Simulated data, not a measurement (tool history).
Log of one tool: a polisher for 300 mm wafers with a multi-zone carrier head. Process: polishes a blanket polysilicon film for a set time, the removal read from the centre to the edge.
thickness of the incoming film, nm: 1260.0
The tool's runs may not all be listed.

run  hour  flow of slurry (ml/min)  pressure of the head's centre zone  pressure of the head's middle zone  pressure of the head's edge zone  polishing time (s)  film removed at the wafer's centre (Å)  film removed at mid-radius (Å)  film removed at the wafer's edge (Å)
  1     0                      300                                   1                                   1                                 1                  81                                  4485.2                          4338.4                                  4629
  2   0.7                      300                                   1                                   1                                 1                  64                                  3497.4                          3442.8                                3568.2
  3   3.3                      300                                   1                                   1                              0.93                  64                                  3541.4                          3458.4                                3520.8
  4   5.2                      300                                   1                                   1                              0.84                  64                                  3518.3                          3463.4                                3362.2
  5     6                      300                                0.92                                   1                              0.84                  64                                  3318.6                          3460.8                                3340.2
  6   8.9                      300                                0.92                                   1                              0.84                  51                                  2639.1                          2794.9                                  2679
  7  14.1                      300                                0.92                                   1                              0.91                  53                                  2731.8                          2793.9                                2847.1
  8  18.9                      300                                0.92                                   1                              0.91                  53                                  2714.7                          2879.1                                2885.7
  9  22.3                      305                                0.92                                   1                              0.96                  54                                    2829                          2912.1                                2997.6
 10  24.9                      310                                0.91                                   1                              1.01                  55                                  2811.5                          2943.3                                  3141
 11  25.5                      320                                0.91                                   1                              1.03                  55                                  2840.5                          2980.1                                3214.7
 12  30.8                      330                                0.91                                   1                              1.04                  55                                  2912.6                          3008.7                                3172.5

Run 13 comes next. What will it give?
 13  38.7                      320                                0.91                                   1                              1.06                  55                                       ?                               ?                                     ?

film removed at the wafer's centre (Å): 2821
film removed at mid-radius (Å): 2940.7
film removed at the wafer's edge (Å): 3215.3

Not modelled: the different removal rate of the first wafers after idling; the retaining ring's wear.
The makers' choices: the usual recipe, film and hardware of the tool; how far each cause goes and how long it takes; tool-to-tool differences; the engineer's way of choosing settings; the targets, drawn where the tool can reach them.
